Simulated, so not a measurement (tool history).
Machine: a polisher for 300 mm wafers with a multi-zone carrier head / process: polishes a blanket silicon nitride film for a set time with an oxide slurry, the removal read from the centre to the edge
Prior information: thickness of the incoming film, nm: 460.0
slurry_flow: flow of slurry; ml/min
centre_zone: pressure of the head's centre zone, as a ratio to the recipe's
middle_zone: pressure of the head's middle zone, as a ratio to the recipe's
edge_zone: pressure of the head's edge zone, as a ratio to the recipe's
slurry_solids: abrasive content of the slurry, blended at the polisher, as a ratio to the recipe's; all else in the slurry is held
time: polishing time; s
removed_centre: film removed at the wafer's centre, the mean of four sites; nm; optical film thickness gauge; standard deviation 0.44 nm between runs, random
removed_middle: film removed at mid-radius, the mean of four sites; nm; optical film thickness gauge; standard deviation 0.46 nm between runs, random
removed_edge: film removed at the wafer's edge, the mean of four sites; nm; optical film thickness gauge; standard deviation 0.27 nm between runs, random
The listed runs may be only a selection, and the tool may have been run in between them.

run,hour,slurry_flow,centre_zone,middle_zone,edge_zone,slurry_solids,time,removed_centre,removed_middle,removed_edge
1,0.0,300,1.00,1.00,1.00,1.00,55,48.131,49.934,47.529
2,5.5,300,1.00,1.00,1.07,1.00,55,49.056,50.022,49.839
3,8.9,300,1.00,1.00,1.07,1.15,55,53.075,55.436,53.746
4,15.9,300,1.00,1.00,1.07,1.15,42,40.728,41.099,40.372
5,17.8,300,0.99,1.02,1.03,1.05,42,37.161,41.308,38.537
6,21.9,300,0.99,1.08,1.03,1.05,42,38.480,42.507,38.878
7,25.5,300,1.00,1.07,0.99,0.95,42,36.528,39.471,35.277
8,29.5,300,0.99,1.06,0.96,0.90,42,34.472,37.763,32.947

What will run 9 give?
# hour 36.7: worn pad replaced by a new one
9,36.7,295,0.98,1.03,0.94,0.90,42,?,?,?

Run 9 produced removed_centre 38.210 nm, removed_middle 41.377 nm, removed_edge 37.177 nm.
